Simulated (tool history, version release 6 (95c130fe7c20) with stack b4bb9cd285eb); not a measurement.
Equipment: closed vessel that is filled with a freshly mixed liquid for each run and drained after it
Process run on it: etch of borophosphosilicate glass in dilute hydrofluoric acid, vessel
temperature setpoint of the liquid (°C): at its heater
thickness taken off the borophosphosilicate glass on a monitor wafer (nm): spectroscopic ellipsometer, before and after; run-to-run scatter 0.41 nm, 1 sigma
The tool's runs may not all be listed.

run	hour	temperature setpoint of the liquid (°C)	parts of water to one part of 49 % hydrofluoric acid (parts by volume)	time in the liquid (s)	thickness taken off the borophosphosilicate glass on a monitor wafer (nm)
1	0	23	105	75	27.511
2	1.1	24	100	75	29.835
3	6	24	100	60	24.206
4	7.5	24	90	60	26.876
5	15.8	26.5	90	60	29.506
6	17.2	26.5	90	60	29.488
7	22.6	26.5	90	60	29.898
8	30.5	27	85	60	32.514

Run 9, settings as shown, results not yet in. Your forecast:
# hour 34.9: thermometer replaced
9	34.9	27.5	80	60	?

{"run 9": {"thickness taken off the borophosphosilicate glass on a monitor wafer (nm)": 33.92}}
